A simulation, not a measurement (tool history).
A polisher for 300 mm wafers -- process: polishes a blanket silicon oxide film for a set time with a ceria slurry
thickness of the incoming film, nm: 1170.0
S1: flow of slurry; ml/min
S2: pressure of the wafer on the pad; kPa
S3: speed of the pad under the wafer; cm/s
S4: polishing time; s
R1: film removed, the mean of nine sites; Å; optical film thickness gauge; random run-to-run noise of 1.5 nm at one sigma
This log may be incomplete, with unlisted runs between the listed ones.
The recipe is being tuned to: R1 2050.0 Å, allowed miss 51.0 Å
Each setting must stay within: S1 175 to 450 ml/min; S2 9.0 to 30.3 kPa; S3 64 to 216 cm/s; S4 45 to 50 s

run	hour	S1	S2	S3	S4	R1
1	0.0	290	19.3	140	50	2816.2
2	7.8	290	19.3	140	45	2527.2
3	13.7	320	19.3	140	45	2523.2
4	19.4	325	17.9	140	45	2396.0
5	20.2	280	17.9	140	45	2375.5
6	22.2	280	17.9	140	45	2359.9
7	28.8	280	17.2	140	45	2309.8
8	31.2	280	16.5	140	45	2249.5
9	33.9	280	15.9	140	45	2143.4

Next run, 4 choices. One meets every target within its allowed miss, the rest don't. Which?
A	36.6	320	13.8	154	46	?
B	36.6	285	11.7	166	45	?
C	36.6	285	16.5	140	45	?
D	36.6	270	15.2	140	46	?

move	R1
A	2245.9
B	2089.8
C	2259.9
D	2154.7
A: further off than the last run
B: every result within its allowed miss
C: further off than the last run
D: further off than the last run
Move B is the one to make.
